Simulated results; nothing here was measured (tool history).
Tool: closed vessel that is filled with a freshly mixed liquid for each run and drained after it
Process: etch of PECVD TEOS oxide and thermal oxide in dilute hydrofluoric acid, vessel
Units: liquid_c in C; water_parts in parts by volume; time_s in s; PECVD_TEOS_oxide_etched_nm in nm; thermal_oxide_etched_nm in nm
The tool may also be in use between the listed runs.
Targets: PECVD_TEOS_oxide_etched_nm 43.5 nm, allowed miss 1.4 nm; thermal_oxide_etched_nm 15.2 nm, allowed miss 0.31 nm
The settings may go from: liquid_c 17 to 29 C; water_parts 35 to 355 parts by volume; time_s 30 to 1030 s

run 1 hour=0 | liquid_c=21 water_parts=195 time_s=525 | PECVD_TEOS_oxide_etched_nm=28.688 thermal_oxide_etched_nm=10.13
run 2 hour=8.4 | liquid_c=21 water_parts=255 time_s=525 | PECVD_TEOS_oxide_etched_nm=20.695 thermal_oxide_etched_nm=7.279
run 3 hour=9.1 | liquid_c=22.5 water_parts=255 time_s=525 | PECVD_TEOS_oxide_etched_nm=21.74 thermal_oxide_etched_nm=7.7779
run 4 hour=14 | liquid_c=22.5 water_parts=255 time_s=445 | PECVD_TEOS_oxide_etched_nm=18.896 thermal_oxide_etched_nm=6.5094
run 5 hour=22.8 | liquid_c=23.5 water_parts=240 time_s=445 | PECVD_TEOS_oxide_etched_nm=21.007 thermal_oxide_etched_nm=7.2864
run 6 hour=25.5 | liquid_c=23.5 water_parts=240 time_s=225 | PECVD_TEOS_oxide_etched_nm=10.62 thermal_oxide_etched_nm=3.6955
run 7 hour=31.8 | liquid_c=24.5 water_parts=210 time_s=230 | PECVD_TEOS_oxide_etched_nm=13.153 thermal_oxide_etched_nm=4.5674
run 8 hour=37.7 | liquid_c=28.5 water_parts=130 time_s=250 | PECVD_TEOS_oxide_etched_nm=29.305 thermal_oxide_etched_nm=10.179
run 9 hour=39.1 | liquid_c=28.5 water_parts=120 time_s=250 | PECVD_TEOS_oxide_etched_nm=32.53 thermal_oxide_etched_nm=11.361
run 10 hour=44.7 | liquid_c=28.5 water_parts=115 time_s=250 | PECVD_TEOS_oxide_etched_nm=34.358 thermal_oxide_etched_nm=11.835
run 11 hour=52.2 | liquid_c=29 water_parts=75 time_s=250 | PECVD_TEOS_oxide_etched_nm=55.438 thermal_oxide_etched_nm=19.553
run 12 hour=53.7 | liquid_c=29 water_parts=80 time_s=250 | PECVD_TEOS_oxide_etched_nm=52.263 thermal_oxide_etched_nm=18.228
run 13 hour=60 | liquid_c=29 water_parts=80 time_s=250 | PECVD_TEOS_oxide_etched_nm=52.317 thermal_oxide_etched_nm=17.986
run 14 hour=63.3 | liquid_c=29 water_parts=80 time_s=250 | PECVD_TEOS_oxide_etched_nm=51.704 thermal_oxide_etched_nm=17.991
run 15 hour=67.6 | liquid_c=28.5 water_parts=90 time_s=250 | PECVD_TEOS_oxide_etched_nm=45.143 thermal_oxide_etched_nm=15.834

Which of these 4 next moves meets every target?
run A hour=71.9 | liquid_c=29 water_parts=110 time_s=310 | PECVD_TEOS_oxide_etched_nm=? thermal_oxide_etched_nm=?
run B hour=71.9 | liquid_c=29 water_parts=160 time_s=510 | PECVD_TEOS_oxide_etched_nm=? thermal_oxide_etched_nm=?
run C hour=71.9 | liquid_c=24.5 water_parts=105 time_s=360 | PECVD_TEOS_oxide_etched_nm=? thermal_oxide_etched_nm=?
run D hour=71.9 | liquid_c=29 water_parts=125 time_s=345 | PECVD_TEOS_oxide_etched_nm=? thermal_oxide_etched_nm=?

move=A PECVD_TEOS_oxide_etched_nm=44.794 thermal_oxide_etched_nm=15.69
move=B PECVD_TEOS_oxide_etched_nm=47.453 thermal_oxide_etched_nm=16.622
move=C PECVD_TEOS_oxide_etched_nm=46.145 thermal_oxide_etched_nm=16.163
move=D PECVD_TEOS_oxide_etched_nm=42.994 thermal_oxide_etched_nm=15.06
A: nearer than the last run, and not there yet
B: further off than the last run
C: further off than the last run
D: meets every target
Move D is the one to make.
